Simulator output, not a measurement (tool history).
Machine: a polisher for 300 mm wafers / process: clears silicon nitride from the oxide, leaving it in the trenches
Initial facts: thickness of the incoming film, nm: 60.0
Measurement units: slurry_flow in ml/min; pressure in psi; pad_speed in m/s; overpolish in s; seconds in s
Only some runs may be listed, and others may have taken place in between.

Run 1, hour 0.0: slurry_flow 230 ml/min, pressure 1.8 psi, pad_speed 1.20 m/s, overpolish 9 s. Result: seconds 72.320 s.
Run 2, hour 5.7: slurry_flow 265 ml/min, pressure 1.8 psi, pad_speed 1.20 m/s, overpolish 9 s. Result: seconds 70.167 s.
Run 3, hour 8.8: slurry_flow 265 ml/min, pressure 1.8 psi, pad_speed 1.20 m/s, overpolish 7 s. Result: seconds 74.039 s.
Run 4, hour 13.8: slurry_flow 265 ml/min, pressure 1.8 psi, pad_speed 1.38 m/s, overpolish 7 s. Result: seconds 65.916 s.
Run 5, hour 15.7: slurry_flow 265 ml/min, pressure 1.8 psi, pad_speed 1.18 m/s, overpolish 7 s. Result: seconds 73.569 s.
Run 6, hour 20.6: slurry_flow 265 ml/min, pressure 1.8 psi, pad_speed 1.18 m/s, overpolish 7 s. Result: seconds 72.233 s.
Run 7, hour 26.4: slurry_flow 265 ml/min, pressure 1.9 psi, pad_speed 1.20 m/s, overpolish 7 s. Result: seconds 66.796 s.

Run 8 is up next; what results do you expect?
Run 8, hour 27.0: slurry_flow 265 ml/min, pressure 2.0 psi, pad_speed 1.22 m/s, overpolish 7 s. Result: seconds ?.

seconds: 64.681 s

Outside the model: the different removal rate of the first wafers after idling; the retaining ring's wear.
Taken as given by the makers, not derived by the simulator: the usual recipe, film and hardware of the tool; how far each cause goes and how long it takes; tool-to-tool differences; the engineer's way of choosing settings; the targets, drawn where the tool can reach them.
